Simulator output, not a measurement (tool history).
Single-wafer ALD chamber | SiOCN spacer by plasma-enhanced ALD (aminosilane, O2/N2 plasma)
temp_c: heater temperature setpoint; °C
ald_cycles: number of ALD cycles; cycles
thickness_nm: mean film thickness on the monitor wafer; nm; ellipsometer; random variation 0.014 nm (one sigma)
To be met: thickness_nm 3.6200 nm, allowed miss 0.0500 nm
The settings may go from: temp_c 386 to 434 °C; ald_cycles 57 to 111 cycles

Run 1, day 0.000: temp_c 410 °C, ald_cycles 84 cycles. Result: thickness_nm 4.7938 nm.
Run 2, day 0.071: temp_c 414 °C, ald_cycles 80 cycles. Result: thickness_nm 4.5324 nm.
Run 3, day 0.433: temp_c 417 °C, ald_cycles 76 cycles. Result: thickness_nm 4.2508 nm.
Run 4, day 0.796: temp_c 417 °C, ald_cycles 82 cycles. Result: thickness_nm 4.5765 nm.
Run 5, day 1.158: temp_c 426 °C, ald_cycles 82 cycles. Result: thickness_nm 4.4121 nm.
Run 6, day 1.325: temp_c 421 °C, ald_cycles 82 cycles. Result: thickness_nm 4.5023 nm.
Run 7, day 1.558: temp_c 423 °C, ald_cycles 79 cycles. Result: thickness_nm 4.3090 nm.
Run 8, day 1.679: temp_c 425 °C, ald_cycles 76 cycles. Result: thickness_nm 4.1340 nm.

4 next moves are on the table. One of them brings every result within its allowed miss. Which?
Run A, day 1.800: temp_c 428 °C, ald_cycles 74 cycles. Result: thickness_nm ?.
Run B, day 1.800: temp_c 424 °C, ald_cycles 93 cycles. Result: thickness_nm ?.
Run C, day 1.800: temp_c 427 °C, ald_cycles 65 cycles. Result: thickness_nm ?.
Run D, day 1.800: temp_c 416 °C, ald_cycles 65 cycles. Result: thickness_nm ?.

move  thickness_nm
   A        3.9610
   B        5.0530
   C        3.4924
   D        3.6364
A: nearer than the last run, and not there yet
B: further off than the last run
C: takes the result that was furthest off past its target
D: meets every target
Answer: D
